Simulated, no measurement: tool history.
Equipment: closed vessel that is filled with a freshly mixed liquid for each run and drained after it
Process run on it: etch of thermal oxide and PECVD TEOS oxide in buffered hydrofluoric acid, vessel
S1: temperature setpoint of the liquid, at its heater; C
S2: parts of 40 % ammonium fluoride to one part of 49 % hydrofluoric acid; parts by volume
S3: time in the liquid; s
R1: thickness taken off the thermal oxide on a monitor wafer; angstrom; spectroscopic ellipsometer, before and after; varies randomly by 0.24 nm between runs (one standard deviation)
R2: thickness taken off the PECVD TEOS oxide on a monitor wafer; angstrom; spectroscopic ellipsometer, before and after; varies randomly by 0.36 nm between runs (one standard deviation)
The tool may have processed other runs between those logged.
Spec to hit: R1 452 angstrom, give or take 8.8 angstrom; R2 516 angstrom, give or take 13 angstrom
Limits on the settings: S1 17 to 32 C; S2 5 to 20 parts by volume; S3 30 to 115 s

run	hour	S1	S2	S3	R1	R2
1	0	24	12	60	474.93	553.57
2	5.6	24	8.5	60	659.43	753.32
3	12.6	23	8.5	60	624.77	710.54
4	15	22	8.5	60	589.84	677.7
5	23.6	23.5	8.5	60	644.84	741.16
6	25.2	22.5	8.5	60	617.65	703.78
7	26.3	21.5	8.5	60	574.58	660.44
# hour 35.4: hydrofluoric acid flow meter replaced
8	35.4	21	8.5	60	627.14	710.23

4 next moves are on the table. One of them brings every result within its allowed miss. Which?
A	44.5	20	10.5	55	?	?
B	44.5	32	17.5	45	?	?
C	44.5	19.5	9.5	50	?	?
D	44.5	21	9.5	45	?	?

move	R1	R2
A	450.04	516.68
B	426.55	489.71
C	430.89	494.68
D	421.71	484.14
A: meets every target
B: moves the result that the last run missed by most past its target, out the other side
C: moves the result that the last run missed by most past its target, out the other side
D: moves the result that the last run missed by most past its target, out the other side
Answer: A
